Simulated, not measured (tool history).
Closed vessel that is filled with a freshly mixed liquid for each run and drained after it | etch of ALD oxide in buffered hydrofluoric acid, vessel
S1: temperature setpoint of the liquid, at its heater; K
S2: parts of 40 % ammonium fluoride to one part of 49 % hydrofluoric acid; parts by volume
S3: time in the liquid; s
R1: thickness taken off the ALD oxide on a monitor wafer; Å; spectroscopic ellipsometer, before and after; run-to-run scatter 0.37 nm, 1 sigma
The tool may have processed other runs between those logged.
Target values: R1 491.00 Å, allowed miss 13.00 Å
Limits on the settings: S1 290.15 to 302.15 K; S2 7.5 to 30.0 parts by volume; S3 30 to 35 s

{"run": 1, "day": 0.0, "S1": 294.15, "S2": 20.5, "S3": 35, "R1": 307.14}
{"run": 2, "day": 0.308, "S1": 294.15, "S2": 26.0, "S3": 35, "R1": 260.32}
{"run": 3, "day": 0.6, "S1": 294.15, "S2": 30.0, "S3": 35, "R1": 239.82}
{"run": 4, "day": 0.667, "S1": 292.15, "S2": 30.0, "S3": 35, "R1": 209.7}
{"run": 5, "day": 0.929, "S1": 290.15, "S2": 30.0, "S3": 35, "R1": 189.1}
{"run": 6, "day": 0.962, "S1": 293.65, "S2": 27.0, "S3": 35, "R1": 249.06}
{"run": 7, "day": 1.008, "S1": 296.15, "S2": 25.0, "S3": 35, "R1": 303.74}
{"run": 8, "day": 1.275, "S1": 297.65, "S2": 23.5, "S3": 35, "R1": 334.56}
{"run": 9, "day": 1.554, "S1": 299.15, "S2": 22.0, "S3": 35, "R1": 390.32}
{"run": 10, "day": 1.579, "S1": 300.15, "S2": 21.5, "S3": 35, "R1": 412.2}

Of the 4 settings listed for the next run, only one would bring every result within its allowed miss of target. Which one?
{"run": "A", "day": 1.604, "S1": 302.15, "S2": 22.5, "S3": 35, "R1": "?"}
{"run": "B", "day": 1.604, "S1": 301.65, "S2": 25.0, "S3": 30, "R1": "?"}
{"run": "C", "day": 1.604, "S1": 299.65, "S2": 24.0, "S3": 30, "R1": "?"}
{"run": "D", "day": 1.604, "S1": 302.15, "S2": 20.0, "S3": 35, "R1": "?"}

move=A R1=449.49
move=B R1=349.04
move=C R1=322.37
move=D R1=487.22
A: gains on the last run, yet a result remains outside its allowed miss
B: lands further from the targets than the last run did
C: lands further from the targets than the last run did
D: all results land within tolerance of their targets
Move D is the one to make.
